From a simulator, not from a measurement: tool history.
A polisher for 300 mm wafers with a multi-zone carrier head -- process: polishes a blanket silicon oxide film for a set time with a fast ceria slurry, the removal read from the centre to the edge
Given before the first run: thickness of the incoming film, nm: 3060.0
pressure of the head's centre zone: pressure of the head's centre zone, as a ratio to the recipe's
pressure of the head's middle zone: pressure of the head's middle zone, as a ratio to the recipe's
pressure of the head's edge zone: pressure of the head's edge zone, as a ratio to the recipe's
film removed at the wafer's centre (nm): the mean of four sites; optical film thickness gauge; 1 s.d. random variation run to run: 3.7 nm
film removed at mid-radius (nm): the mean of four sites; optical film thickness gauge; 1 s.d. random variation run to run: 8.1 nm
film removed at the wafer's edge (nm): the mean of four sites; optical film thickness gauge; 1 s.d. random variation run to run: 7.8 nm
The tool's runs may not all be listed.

run	hour	flow of slurry (ml/min)	pressure of the head's centre zone	pressure of the head's middle zone	pressure of the head's edge zone	polishing time (s)	film removed at the wafer's centre (nm)	film removed at mid-radius (nm)	film removed at the wafer's edge (nm)
1	0.0	310	1.00	1.00	1.00	86	916.46	890.31	957.29
2	3.5	320	1.01	1.02	0.97	79	863.26	846.65	829.41
3	10.7	320	1.01	1.09	0.97	79	859.95	875.53	830.62
4	14.1	320	1.01	1.09	1.01	79	862.97	886.66	851.10
5	20.8	335	1.01	1.08	0.99	74	803.75	809.90	790.24
6	27.2	335	1.01	1.01	0.99	74	806.32	781.17	804.30
7	28.2	335	1.01	1.02	0.97	71	766.02	740.17	765.68
8	34.0	335	1.01	1.04	0.95	68	746.35	721.91	723.85
9	38.4	335	1.01	1.06	0.93	65	706.13	718.26	690.08
10	39.8	340	1.02	1.07	0.92	63	691.51	706.31	651.08

What does the tool deliver on the next run?
11	45.0	340	1.02	1.07	0.91	61	?	?	?

{"run 11": {"film removed at the wafer's centre (nm)": 669.61, "film removed at mid-radius (nm)": 654.95, "film removed at the wafer's edge (nm)": 626.41}}
